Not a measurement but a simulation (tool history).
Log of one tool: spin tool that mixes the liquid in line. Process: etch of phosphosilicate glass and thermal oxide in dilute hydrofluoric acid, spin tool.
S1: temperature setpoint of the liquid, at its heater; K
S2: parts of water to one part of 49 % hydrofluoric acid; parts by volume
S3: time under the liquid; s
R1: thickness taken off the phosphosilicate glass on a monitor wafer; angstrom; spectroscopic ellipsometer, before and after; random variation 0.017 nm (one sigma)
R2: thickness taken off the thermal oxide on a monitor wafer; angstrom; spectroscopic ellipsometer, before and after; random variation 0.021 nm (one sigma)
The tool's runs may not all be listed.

| run | day | S1 | S2 | S3 | R1 | R2 |
|---|---|---|---|---|---|---|
| 1 | 0 | 297.15 | 295 | 30 | 91.058 | 3.6169 |
| 2 | 0.092 | 295.15 | 315 | 30 | 78.597 | 3.1566 |
| 3 | 0.371 | 293.65 | 330 | 30 | 70.004 | 3.1776 |
| 4 | 0.654 | 293.15 | 340 | 30 | 66.106 | 2.7378 |
| 5 | 0.862 | 292.15 | 345 | 30 | 62.728 | 3.3146 |
| 6 | 1.158 | 292.15 | 345 | 45 | 93.982 | 3.4035 |
| 7 | 1.275 | 291.65 | 375 | 45 | 83.246 | 3.7947 |
| 8 | 1.638 | 291.65 | 375 | 45 | 82.609 | 3.9173 |
| 9 | 2 | 291.65 | 400 | 45 | 76.333 | 3.5248 |
| 10 | 2.292 | 291.65 | 425 | 45 | 70.274 | 3.2712 |

Run 11 comes next. What will it give?
| 11 | 2.567 | 291.65 | 445 | 45 | ? | ? |

R1: 66.225 angstrom
R2: 2.781 angstrom
